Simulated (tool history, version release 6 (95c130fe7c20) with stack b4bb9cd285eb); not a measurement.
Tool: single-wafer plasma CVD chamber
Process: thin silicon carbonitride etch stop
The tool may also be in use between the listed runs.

| run | hour | RF power (W) | deposition time (s) | mean film thickness on the monitor wafer (Å) |
|---|---|---|---|---|
| 1 | 0.0 | 195 | 23.0 | 130.55 |
| 2 | 1.8 | 195 | 20.3 | 115.24 |
| 3 | 9.9 | 220 | 20.3 | 120.48 |
| 4 | 18.6 | 205 | 20.3 | 116.47 |
| 5 | 20.6 | 230 | 20.3 | 122.02 |
| 6 | 24.5 | 205 | 19.8 | 114.30 |
| 7 | 32.0 | 185 | 19.5 | 108.51 |
| 8 | 35.8 | 170 | 19.4 | 104.85 |
| 9 | 42.8 | 160 | 19.3 | 102.48 |

Run 10 comes next. What will it give?
| 10 | 44.6 | 155 | 19.3 | ? |

Run 10 gave mean film thickness on the monitor wafer (Å) 100.76.
